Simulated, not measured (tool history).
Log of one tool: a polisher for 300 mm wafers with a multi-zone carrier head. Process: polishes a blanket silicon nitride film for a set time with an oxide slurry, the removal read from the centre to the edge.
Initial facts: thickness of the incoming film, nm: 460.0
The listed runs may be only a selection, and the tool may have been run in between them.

run,day,flow of slurry (ml/min),pressure of the head's centre zone,pressure of the head's middle zone,pressure of the head's edge zone,abrasive content of the slurry,polishing time (s),film removed at the wafer's centre (angstrom),film removed at mid-radius (angstrom),film removed at the wafer's edge (angstrom)
1,0,300,1,1,1,1,70,341.2,352.4,338.9
2,0.05,300,1,1,1,0.85,70,332.99,330.05,332.48
3,0.35,300,1,1,1,0.85,56,266.15,267.67,259.6
4,0.492,300,1.02,0.99,1.02,0.95,60,300.56,286.68,293.89
5,0.779,300,1.04,1.01,1.04,1.05,62,327.14,319.74,321.16
6,0.917,300,1.04,1.01,1.04,1.25,62,338.32,323.31,336.17
7,1.129,305,1.07,1.03,1.05,1.3,64,362.08,354.63,345.23

What will run 8 give?
8,1.254,305,1.08,1.03,1.06,1.35,66,?,?,?

film removed at the wafer's centre (angstrom): 386.45
film removed at mid-radius (angstrom): 369.36
film removed at the wafer's edge (angstrom): 372.09
